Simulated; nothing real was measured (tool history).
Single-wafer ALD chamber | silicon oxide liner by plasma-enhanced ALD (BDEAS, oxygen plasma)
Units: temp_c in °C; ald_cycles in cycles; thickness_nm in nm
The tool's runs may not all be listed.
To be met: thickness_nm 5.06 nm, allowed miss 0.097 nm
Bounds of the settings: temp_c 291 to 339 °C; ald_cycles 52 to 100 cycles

{"run": 1, "hour": 0.0, "temp_c": 315, "ald_cycles": 76, "thickness_nm": 6.4414}
{"run": 2, "hour": 0.7, "temp_c": 310, "ald_cycles": 76, "thickness_nm": 6.4891}
{"run": 3, "hour": 7.2, "temp_c": 318, "ald_cycles": 76, "thickness_nm": 6.4443}
{"run": 4, "hour": 13.5, "temp_c": 318, "ald_cycles": 73, "thickness_nm": 6.1989}
{"run": 5, "hour": 15.0, "temp_c": 318, "ald_cycles": 71, "thickness_nm": 5.9942}
{"run": 6, "hour": 15.7, "temp_c": 318, "ald_cycles": 69, "thickness_nm": 5.7923}
{"run": 7, "hour": 18.5, "temp_c": 318, "ald_cycles": 69, "thickness_nm": 5.8327}
{"run": 8, "hour": 22.8, "temp_c": 318, "ald_cycles": 68, "thickness_nm": 5.7489}
{"run": 9, "hour": 24.6, "temp_c": 318, "ald_cycles": 67, "thickness_nm": 5.6652}
{"run": 10, "hour": 31.5, "temp_c": 318, "ald_cycles": 66, "thickness_nm": 5.6044}
{"run": 11, "hour": 40.3, "temp_c": 318, "ald_cycles": 65, "thickness_nm": 5.5384}
{"run": 12, "hour": 49.3, "temp_c": 318, "ald_cycles": 64, "thickness_nm": 5.396}
{"run": 13, "hour": 53.1, "temp_c": 318, "ald_cycles": 64, "thickness_nm": 5.4042}
{"run": 14, "hour": 56.7, "temp_c": 318, "ald_cycles": 63, "thickness_nm": 5.2854}

Which of these 4 next moves meets every target?
{"run": "A", "hour": 60.3, "temp_c": 335, "ald_cycles": 64, "thickness_nm": "?"}
{"run": "B", "hour": 60.3, "temp_c": 317, "ald_cycles": 63, "thickness_nm": "?"}
{"run": "C", "hour": 60.3, "temp_c": 309, "ald_cycles": 59, "thickness_nm": "?"}
{"run": "D", "hour": 60.3, "temp_c": 317, "ald_cycles": 57, "thickness_nm": "?"}

move=A thickness_nm=5.3272
move=B thickness_nm=5.3656
move=C thickness_nm=5.0755
move=D thickness_nm=4.8546
A: further off than the last run
B: further off than the last run
C: meets every target
D: takes the result that was furthest off past its target
Move C is the one to make.

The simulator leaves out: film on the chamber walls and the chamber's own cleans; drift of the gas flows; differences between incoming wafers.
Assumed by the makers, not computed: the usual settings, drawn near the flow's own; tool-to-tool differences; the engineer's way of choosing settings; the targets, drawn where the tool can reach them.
